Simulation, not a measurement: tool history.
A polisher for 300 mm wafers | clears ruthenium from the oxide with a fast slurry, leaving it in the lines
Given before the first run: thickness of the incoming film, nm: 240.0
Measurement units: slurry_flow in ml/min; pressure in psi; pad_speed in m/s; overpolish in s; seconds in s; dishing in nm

run,hour,slurry_flow,pressure,pad_speed,slurry_solids,overpolish,seconds,dishing
1,0.0,125,2.7,1.06,1.00,21,59.645,57.143
2,6.7,130,2.6,1.06,1.00,16,60.599,46.067
3,10.7,150,2.4,1.08,1.00,13,63.871,37.848
4,15.7,150,2.4,1.08,0.90,13,66.938,35.780
5,23.5,155,2.5,1.10,0.85,11,65.632,31.646
6,31.1,160,2.6,1.10,0.85,10,64.044,30.548
7,38.2,160,2.8,1.10,0.85,7,58.988,24.112
8,42.3,160,2.7,1.14,0.85,7,56.945,23.630
9,50.5,145,2.7,1.06,0.90,15,62.314,43.145
10,57.2,140,2.6,1.14,0.85,14,63.087,39.935
11,64.1,140,2.6,1.14,0.85,14,62.513,40.227

What does the tool deliver on the next run?
12,72.0,150,2.7,1.08,0.90,13,?,?

seconds: 60.556 s
dishing: 40.109 nm

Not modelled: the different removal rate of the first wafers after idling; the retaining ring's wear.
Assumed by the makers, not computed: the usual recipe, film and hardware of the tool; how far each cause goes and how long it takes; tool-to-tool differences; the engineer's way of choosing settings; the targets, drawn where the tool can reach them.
